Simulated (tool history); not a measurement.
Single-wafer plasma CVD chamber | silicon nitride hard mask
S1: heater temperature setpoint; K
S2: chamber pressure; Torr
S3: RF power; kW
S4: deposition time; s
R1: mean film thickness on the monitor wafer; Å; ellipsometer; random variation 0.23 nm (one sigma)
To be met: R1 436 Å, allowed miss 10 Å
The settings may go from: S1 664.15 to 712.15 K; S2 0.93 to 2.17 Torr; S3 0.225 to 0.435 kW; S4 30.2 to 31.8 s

Run 1, hour 0: S1 688.15 K, S2 1.55 Torr, S3 0.33 kW, S4 31.8 s. Result: R1 387.32 Å.
Run 2, hour 6.7: S1 688.15 K, S2 1.27 Torr, S3 0.33 kW, S4 31.8 s. Result: R1 353.75 Å.
Run 3, hour 11.8: S1 688.15 K, S2 1.43 Torr, S3 0.33 kW, S4 31.8 s. Result: R1 370.89 Å.
Run 4, hour 16.5: S1 688.15 K, S2 1.43 Torr, S3 0.33 kW, S4 31.8 s. Result: R1 369.65 Å.
Run 5, hour 20.7: S1 688.15 K, S2 1.49 Torr, S3 0.33 kW, S4 31.8 s. Result: R1 377.76 Å.
Run 6, hour 29.6: S1 688.15 K, S2 1.22 Torr, S3 0.33 kW, S4 31.8 s. Result: R1 347.61 Å.
Run 7, hour 32.6: S1 688.15 K, S2 1.3 Torr, S3 0.33 kW, S4 31.8 s. Result: R1 355.73 Å.
Run 8, hour 39.7: S1 688.15 K, S2 1.37 Torr, S3 0.33 kW, S4 31.8 s. Result: R1 364.03 Å.
Run 9, hour 47.8: S1 688.15 K, S2 1.44 Torr, S3 0.33 kW, S4 31.8 s. Result: R1 371.02 Å.
Run 10, hour 49.6: S1 688.15 K, S2 1.5 Torr, S3 0.33 kW, S4 31.8 s. Result: R1 381.74 Å.
Run 11, hour 55: S1 688.15 K, S2 1.54 Torr, S3 0.33 kW, S4 31.8 s. Result: R1 384.83 Å.
Run 12, hour 59.5: S1 688.15 K, S2 1.58 Torr, S3 0.33 kW, S4 31.8 s. Result: R1 388.54 Å.
Run 13, hour 61.6: S1 688.15 K, S2 1.62 Torr, S3 0.33 kW, S4 31.8 s. Result: R1 393.07 Å.
Run 14, hour 67.5: S1 688.15 K, S2 1.66 Torr, S3 0.33 kW, S4 31.8 s. Result: R1 395.89 Å.
Run 15, hour 70.8: S1 688.15 K, S2 1.7 Torr, S3 0.33 kW, S4 31.8 s. Result: R1 398.46 Å.
Run 16, hour 72: S1 688.15 K, S2 1.74 Torr, S3 0.33 kW, S4 31.8 s. Result: R1 404.25 Å.

4 next moves are on the table. One of them brings every result within its allowed miss. Which?
Run A, hour 73.2: S1 674.15 K, S2 1.97 Torr, S3 0.315 kW, S4 31.8 s. Result: R1 ?.
Run B, hour 73.2: S1 690.15 K, S2 1.77 Torr, S3 0.34 kW, S4 31.7 s. Result: R1 ?.
Run C, hour 73.2: S1 680.15 K, S2 1.79 Torr, S3 0.36 kW, S4 31.8 s. Result: R1 ?.
Run D, hour 73.2: S1 684.15 K, S2 2.13 Torr, S3 0.315 kW, S4 30.9 s. Result: R1 ?.

move      R1
   A  407.98
   B  409.65
   C  430.37
   D  404.45
A: nearer than the last run, and not there yet
B: nearer than the last run, and not there yet
C: meets every target
D: as far off as the last run
Move C is the one to make.
